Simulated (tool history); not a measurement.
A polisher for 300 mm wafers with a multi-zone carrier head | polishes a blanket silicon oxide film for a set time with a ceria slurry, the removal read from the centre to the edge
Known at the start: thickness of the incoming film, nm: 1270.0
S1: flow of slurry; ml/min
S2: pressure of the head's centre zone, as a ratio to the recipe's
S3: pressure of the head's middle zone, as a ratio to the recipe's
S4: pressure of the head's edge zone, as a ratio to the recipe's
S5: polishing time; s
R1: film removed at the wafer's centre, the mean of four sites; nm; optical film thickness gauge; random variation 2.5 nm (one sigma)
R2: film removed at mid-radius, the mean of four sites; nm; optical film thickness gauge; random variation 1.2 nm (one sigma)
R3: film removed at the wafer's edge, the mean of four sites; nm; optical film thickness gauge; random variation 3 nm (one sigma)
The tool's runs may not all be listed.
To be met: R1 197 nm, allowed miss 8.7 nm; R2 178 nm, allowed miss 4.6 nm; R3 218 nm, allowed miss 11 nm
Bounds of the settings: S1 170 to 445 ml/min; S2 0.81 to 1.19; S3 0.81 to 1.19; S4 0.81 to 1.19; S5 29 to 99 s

run	hour	S1	S2	S3	S4	S5	R1	R2	R3
1	0	285	1	1	1	64	150.6	148.59	154.74
2	7.8	215	1	1	1	64	147.94	142.33	152.85
3	9.6	215	1	1	1	57	133.97	127.71	132.39
4	11	215	1	1	1	46	106.73	101.38	105.35
5	18.6	210	1	0.99	1.02	50	112.36	108.29	122.01
# hour 21.6: worn pad replaced by a new one
6	21.6	210	1.02	1	1.03	53	139.33	129.9	136.84
7	25.3	170	0.95	0.91	1.13	71	161.91	152.79	191.3
8	31.4	170	0.96	0.92	1.14	71	167.28	154.27	193.52
9	32	170	0.96	0.93	1.15	71	167.43	156.7	192.83
10	37.6	170	0.96	0.93	1.15	72	170.47	159.98	192.26

Which of these 5 next moves meets every target?
A	43.2	210	0.85	1.13	1.14	73	?	?	?
B	43.2	175	0.91	1.04	1.17	58	?	?	?
C	43.2	210	0.98	0.92	1.16	78	?	?	?
D	43.2	170	1.05	0.99	1.14	65	?	?	?
E	43.2	185	0.86	0.89	1.14	79	?	?	?

move	R1	R2	R3
A	158.85	200.05	202.07
B	130.17	143.15	158.97
C	195.64	179.47	218.46
D	167.31	152.84	175.14
E	169.38	173.04	215.81
A: takes the result that was furthest off past its target
B: further off than the last run
C: meets every target
D: further off than the last run
E: nearer than the last run, and not there yet
Move C is the one to make.
